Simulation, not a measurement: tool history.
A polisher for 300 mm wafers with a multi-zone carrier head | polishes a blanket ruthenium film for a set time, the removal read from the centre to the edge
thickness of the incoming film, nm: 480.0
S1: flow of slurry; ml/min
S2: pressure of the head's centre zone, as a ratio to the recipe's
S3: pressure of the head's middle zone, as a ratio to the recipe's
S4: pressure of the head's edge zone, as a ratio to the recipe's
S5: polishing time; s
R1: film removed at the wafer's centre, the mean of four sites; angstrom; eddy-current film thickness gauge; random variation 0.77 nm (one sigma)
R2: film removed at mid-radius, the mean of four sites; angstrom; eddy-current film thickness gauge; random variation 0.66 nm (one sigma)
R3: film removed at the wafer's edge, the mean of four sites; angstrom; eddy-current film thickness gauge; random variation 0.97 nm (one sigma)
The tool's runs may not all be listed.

| run | day | S1 | S2 | S3 | S4 | S5 | R1 | R2 | R3 |
|---|---|---|---|---|---|---|---|---|---|
| 1 | 0.000 | 155 | 1.00 | 1.00 | 1.00 | 64 | 668.21 | 657.11 | 674.13 |
| 2 | 0.158 | 165 | 1.03 | 0.99 | 1.02 | 65 | 696.29 | 654.88 | 669.39 |
| 3 | 0.188 | 165 | 1.03 | 0.99 | 1.07 | 65 | 694.87 | 657.59 | 712.46 |
| 4 | 0.533 | 165 | 1.03 | 0.99 | 1.07 | 75 | 815.58 | 754.07 | 800.35 |
| 5 | 0.779 | 185 | 1.03 | 0.99 | 1.07 | 75 | 826.72 | 776.09 | 809.46 |
| 6 | 0.858 | 185 | 1.05 | 0.98 | 1.08 | 75 | 826.33 | 774.08 | 813.04 |
| 7 | 1.004 | 185 | 1.05 | 0.98 | 1.08 | 75 | 846.22 | 764.95 | 826.79 |
| 8 | 1.300 | 185 | 1.07 | 0.97 | 1.07 | 75 | 854.63 | 753.11 | 811.77 |
| 9 | 1.508 | 185 | 1.09 | 0.97 | 1.07 | 75 | 862.64 | 752.95 | 809.80 |
| 10 | 1.654 | 185 | 1.11 | 0.96 | 1.07 | 75 | 883.84 | 761.10 | 830.64 |
| 11 | 1.983 | 185 | 1.12 | 0.95 | 1.06 | 75 | 901.60 | 747.74 | 802.56 |

Forecast run 12:
| 12 | 2.225 | 185 | 1.12 | 0.95 | 1.06 | 75 | ? | ? | ? |

Run 12 gave R1 910.83 angstrom, R2 747.64 angstrom, R3 814.60 angstrom.
